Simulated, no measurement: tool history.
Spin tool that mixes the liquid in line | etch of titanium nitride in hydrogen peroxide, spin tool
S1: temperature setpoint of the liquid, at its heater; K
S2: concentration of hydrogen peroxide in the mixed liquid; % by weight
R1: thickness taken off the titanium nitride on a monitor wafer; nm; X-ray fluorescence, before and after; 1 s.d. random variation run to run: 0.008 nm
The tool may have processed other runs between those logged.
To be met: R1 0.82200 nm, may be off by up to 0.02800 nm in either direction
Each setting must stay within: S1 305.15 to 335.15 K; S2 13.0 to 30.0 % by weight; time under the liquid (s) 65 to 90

Run 1, hour 0.0: S1 319.15 K, S2 26.0 % by weight, time under the liquid (s) 90. Result: R1 1.72340 nm.
Run 2, hour 2.4: S1 319.15 K, S2 26.0 % by weight, time under the liquid (s) 65. Result: R1 1.23780 nm.
Run 3, hour 9.5: S1 322.65 K, S2 26.0 % by weight, time under the liquid (s) 65. Result: R1 1.59970 nm.
Run 4, hour 11.1: S1 322.65 K, S2 26.0 % by weight, time under the liquid (s) 65. Result: R1 1.60260 nm.
Run 5, hour 14.5: S1 320.65 K, S2 26.0 % by weight, time under the liquid (s) 65. Result: R1 1.39060 nm.
Run 6, hour 17.3: S1 320.65 K, S2 26.0 % by weight, time under the liquid (s) 65. Result: R1 1.40250 nm.
Run 7, hour 25.1: S1 319.15 K, S2 26.0 % by weight, time under the liquid (s) 65. Result: R1 1.25010 nm.
Run 8, hour 32.4: S1 319.15 K, S2 26.0 % by weight, time under the liquid (s) 65. Result: R1 1.25540 nm.
Run 9, hour 38.8: S1 318.15 K, S2 26.0 % by weight, time under the liquid (s) 65. Result: R1 1.18370 nm.
Run 10, hour 44.0: S1 317.15 K, S2 26.0 % by weight, time under the liquid (s) 65. Result: R1 1.07530 nm.
Run 11, hour 46.8: S1 316.65 K, S2 26.0 % by weight, time under the liquid (s) 65. Result: R1 1.03970 nm.
Run 12, hour 52.7: S1 316.15 K, S2 26.0 % by weight, time under the liquid (s) 65. Result: R1 1.01500 nm.
Run 13, hour 60.3: S1 315.65 K, S2 26.0 % by weight, time under the liquid (s) 65. Result: R1 0.97362 nm.
Run 14, hour 64.3: S1 315.15 K, S2 26.0 % by weight, time under the liquid (s) 65. Result: R1 0.93163 nm.

5 next moves are on the table. One of them brings every result within its allowed miss. Which?
Run A, hour 68.3: S1 309.15 K, S2 30.0 % by weight, time under the liquid (s) 90. Result: R1 ?.
Run B, hour 68.3: S1 312.65 K, S2 27.5 % by weight, time under the liquid (s) 75. Result: R1 ?.
Run C, hour 68.3: S1 312.65 K, S2 26.0 % by weight, time under the liquid (s) 65. Result: R1 ?.
Run D, hour 68.3: S1 311.15 K, S2 22.0 % by weight, time under the liquid (s) 75. Result: R1 ?.
Run E, hour 68.3: S1 312.65 K, S2 27.5 % by weight, time under the liquid (s) 65. Result: R1 ?.

move       R1
   A  0.82886
   B  0.89036
   C  0.76220
   D  0.75499
   E  0.77165
A: every result lands within tolerance
B: better than the last run, though not everything is in spec
C: carries the result that was furthest off beyond its target, to the other side
D: carries the result that was furthest off beyond its target, to the other side
E: carries the result that was furthest off beyond its target, to the other side
The move that meets every target is A.
